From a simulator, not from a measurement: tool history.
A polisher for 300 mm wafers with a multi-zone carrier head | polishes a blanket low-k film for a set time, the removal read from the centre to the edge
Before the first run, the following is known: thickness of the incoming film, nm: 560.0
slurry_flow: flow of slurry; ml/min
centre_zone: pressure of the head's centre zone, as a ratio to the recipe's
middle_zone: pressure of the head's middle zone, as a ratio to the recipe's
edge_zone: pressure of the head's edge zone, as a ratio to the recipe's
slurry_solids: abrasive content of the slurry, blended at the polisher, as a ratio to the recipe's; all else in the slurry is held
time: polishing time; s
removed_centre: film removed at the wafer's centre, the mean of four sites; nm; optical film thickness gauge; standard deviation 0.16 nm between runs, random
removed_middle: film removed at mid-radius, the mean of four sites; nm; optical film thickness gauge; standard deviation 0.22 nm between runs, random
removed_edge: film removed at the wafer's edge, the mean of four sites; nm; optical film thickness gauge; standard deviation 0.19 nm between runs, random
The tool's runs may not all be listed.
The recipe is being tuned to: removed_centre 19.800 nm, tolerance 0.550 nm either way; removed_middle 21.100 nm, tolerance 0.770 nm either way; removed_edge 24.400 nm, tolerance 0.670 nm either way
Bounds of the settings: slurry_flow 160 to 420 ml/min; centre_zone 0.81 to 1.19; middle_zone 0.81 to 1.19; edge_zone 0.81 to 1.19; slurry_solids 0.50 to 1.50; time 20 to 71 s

{"run": 1, "hour": 0.0, "slurry_flow": 270, "centre_zone": 1.0, "middle_zone": 1.0, "edge_zone": 1.0, "slurry_solids": 1.0, "time": 45, "removed_centre": 22.832, "removed_middle": 22.406, "removed_edge": 22.467}
{"run": 2, "hour": 6.5, "slurry_flow": 255, "centre_zone": 0.97, "middle_zone": 0.98, "edge_zone": 1.03, "slurry_solids": 1.0, "time": 45, "removed_centre": 22.153, "removed_middle": 22.548, "removed_edge": 22.767}
{"run": 3, "hour": 12.9, "slurry_flow": 255, "centre_zone": 0.97, "middle_zone": 0.98, "edge_zone": 1.03, "slurry_solids": 1.0, "time": 54, "removed_centre": 26.281, "removed_middle": 26.084, "removed_edge": 27.28}
{"run": 4, "hour": 20.2, "slurry_flow": 255, "centre_zone": 0.97, "middle_zone": 0.98, "edge_zone": 1.03, "slurry_solids": 1.0, "time": 46, "removed_centre": 22.465, "removed_middle": 22.608, "removed_edge": 23.461}
{"run": 5, "hour": 25.0, "slurry_flow": 255, "centre_zone": 1.03, "middle_zone": 0.98, "edge_zone": 1.03, "slurry_solids": 1.0, "time": 46, "removed_centre": 24.305, "removed_middle": 22.486, "removed_edge": 23.432}
{"run": 6, "hour": 26.0, "slurry_flow": 250, "centre_zone": 0.99, "middle_zone": 0.96, "edge_zone": 1.05, "slurry_solids": 1.0, "time": 46, "removed_centre": 22.929, "removed_middle": 21.997, "removed_edge": 23.473}
{"run": 7, "hour": 32.0, "slurry_flow": 245, "centre_zone": 0.96, "middle_zone": 0.95, "edge_zone": 1.07, "slurry_solids": 1.0, "time": 46, "removed_centre": 22.261, "removed_middle": 21.88, "removed_edge": 23.78}
{"run": 8, "hour": 33.8, "slurry_flow": 240, "centre_zone": 0.94, "middle_zone": 0.94, "edge_zone": 1.08, "slurry_solids": 1.0, "time": 46, "removed_centre": 21.627, "removed_middle": 22.095, "removed_edge": 24.045}

Below are 5 possible settings for the next run. Only one of them brings all results inside the allowed miss of their targets. Which is it?
{"run": "A", "hour": 35.6, "slurry_flow": 230, "centre_zone": 0.99, "middle_zone": 0.93, "edge_zone": 1.04, "slurry_solids": 1.05, "time": 45, "removed_centre": "?", "removed_middle": "?", "removed_edge": "?"}
{"run": "B", "hour": 35.6, "slurry_flow": 185, "centre_zone": 1.03, "middle_zone": 0.82, "edge_zone": 1.02, "slurry_solids": 1.1, "time": 47, "removed_centre": "?", "removed_middle": "?", "removed_edge": "?"}
{"run": "C", "hour": 35.6, "slurry_flow": 250, "centre_zone": 0.87, "middle_zone": 0.92, "edge_zone": 1.16, "slurry_solids": 1.0, "time": 45, "removed_centre": "?", "removed_middle": "?", "removed_edge": "?"}
{"run": "D", "hour": 35.6, "slurry_flow": 195, "centre_zone": 0.83, "middle_zone": 0.94, "edge_zone": 1.19, "slurry_solids": 1.0, "time": 46, "removed_centre": "?", "removed_middle": "?", "removed_edge": "?"}
{"run": "E", "hour": 35.6, "slurry_flow": 265, "centre_zone": 0.83, "middle_zone": 0.93, "edge_zone": 1.19, "slurry_solids": 0.8, "time": 50, "removed_centre": "?", "removed_middle": "?", "removed_edge": "?"}

move=A removed_centre=22.819 removed_middle=21.545 removed_edge=22.985
move=B removed_centre=24.659 removed_middle=20.229 removed_edge=23.902
move=C removed_centre=19.748 removed_middle=21.041 removed_edge=23.880
move=D removed_centre=18.698 removed_middle=21.331 removed_edge=24.247
move=E removed_centre=18.720 removed_middle=21.094 removed_edge=24.005
A: moves away from the targets compared with the last run
B: moves away from the targets compared with the last run
C: every result within its allowed miss
D: pushes the last run's worst result past its target
E: pushes the last run's worst result past its target
The move that meets every target is C.
